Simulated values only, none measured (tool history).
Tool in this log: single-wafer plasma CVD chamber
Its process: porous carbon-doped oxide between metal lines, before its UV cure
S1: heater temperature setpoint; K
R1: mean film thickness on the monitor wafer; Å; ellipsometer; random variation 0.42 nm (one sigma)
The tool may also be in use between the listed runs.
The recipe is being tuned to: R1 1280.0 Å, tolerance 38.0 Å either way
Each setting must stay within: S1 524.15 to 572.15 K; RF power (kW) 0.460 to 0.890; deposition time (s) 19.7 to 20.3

run 1 hour=0.0 | S1=548.15 RF_power_(kW)=0.675 deposition_time_(s)=19.7 | R1=1585.6
run 2 hour=6.6 | S1=538.15 RF_power_(kW)=0.675 deposition_time_(s)=19.7 | R1=1686.5
run 3 hour=11.6 | S1=538.15 RF_power_(kW)=0.675 deposition_time_(s)=20.3 | R1=1731.3
run 4 hour=13.7 | S1=538.15 RF_power_(kW)=0.675 deposition_time_(s)=20.3 | R1=1726.8
run 5 hour=20.3 | S1=538.15 RF_power_(kW)=0.605 deposition_time_(s)=20.3 | R1=1650.8
run 6 hour=22.8 | S1=546.15 RF_power_(kW)=0.605 deposition_time_(s)=20.3 | R1=1564.1
run 7 hour=28.0 | S1=551.15 RF_power_(kW)=0.575 deposition_time_(s)=20.2 | R1=1485.4
run 8 hour=31.6 | S1=555.15 RF_power_(kW)=0.550 deposition_time_(s)=20.1 | R1=1419.1
run 9 hour=32.6 | S1=558.15 RF_power_(kW)=0.535 deposition_time_(s)=20.0 | R1=1367.2
run 10 hour=39.2 | S1=560.15 RF_power_(kW)=0.525 deposition_time_(s)=20.0 | R1=1348.2
run 11 hour=41.8 | S1=562.15 RF_power_(kW)=0.515 deposition_time_(s)=20.0 | R1=1323.1

5 candidate next runs follow, results not yet known. Just one meets every target within its allowed miss. Identify it.
run A hour=44.4 | S1=565.15 RF_power_(kW)=0.580 deposition_time_(s)=20.3 | R1=?
run B hour=44.4 | S1=554.15 RF_power_(kW)=0.515 deposition_time_(s)=20.3 | R1=?
run C hour=44.4 | S1=556.15 RF_power_(kW)=0.470 deposition_time_(s)=19.7 | R1=?
run D hour=44.4 | S1=562.15 RF_power_(kW)=0.570 deposition_time_(s)=20.3 | R1=?
run E hour=44.4 | S1=562.15 RF_power_(kW)=0.540 deposition_time_(s)=20.3 | R1=?

move=A R1=1382.8
move=B R1=1398.4
move=C R1=1294.2
move=D R1=1395.2
move=E R1=1363.9
A: misses by more than the last run did
B: misses by more than the last run did
C: each result inside its tolerance
D: misses by more than the last run did
E: misses by more than the last run did
So the answer is move C, the one that meets all the targets.

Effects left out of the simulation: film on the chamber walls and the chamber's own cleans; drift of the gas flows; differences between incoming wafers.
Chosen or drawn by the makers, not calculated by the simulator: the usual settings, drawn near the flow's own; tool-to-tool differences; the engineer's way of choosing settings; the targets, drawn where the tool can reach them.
